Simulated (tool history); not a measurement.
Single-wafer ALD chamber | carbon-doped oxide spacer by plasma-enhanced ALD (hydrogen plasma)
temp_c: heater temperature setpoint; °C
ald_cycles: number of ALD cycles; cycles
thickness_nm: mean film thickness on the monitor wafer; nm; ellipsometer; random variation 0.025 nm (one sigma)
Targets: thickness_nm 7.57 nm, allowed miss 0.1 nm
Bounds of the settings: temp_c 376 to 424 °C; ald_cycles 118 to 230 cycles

run  hour  temp_c  ald_cycles  thickness_nm
  1     0     400         174        9.1028
  2   4.5     401         167         8.684
  3   5.2     403         162        8.4175
  4  10.2     403         173        9.0168
  5    16     403         167        8.7206
  6  17.3     398         167         8.702
  7  22.4     398         162        8.4672
  8    24     398         158        8.2917
  9  32.3     398         158         8.277
 10  33.8     405         141        7.3539
 11  34.5     404         142        7.3624
 12  36.6     403         143        7.5014

4 next moves are on the table. One of them brings every result within its allowed miss. Which?
  A  38.7     399         140             ?
  B  38.7     405         145             ?
  C  38.7     403         140             ?
  D  38.7     399         142             ?

move  thickness_nm
   A        7.3365
   B        7.5985
   C        7.3365
   D        7.4413
A: further off than the last run
B: meets every target
C: further off than the last run
D: further off than the last run
Answer: B

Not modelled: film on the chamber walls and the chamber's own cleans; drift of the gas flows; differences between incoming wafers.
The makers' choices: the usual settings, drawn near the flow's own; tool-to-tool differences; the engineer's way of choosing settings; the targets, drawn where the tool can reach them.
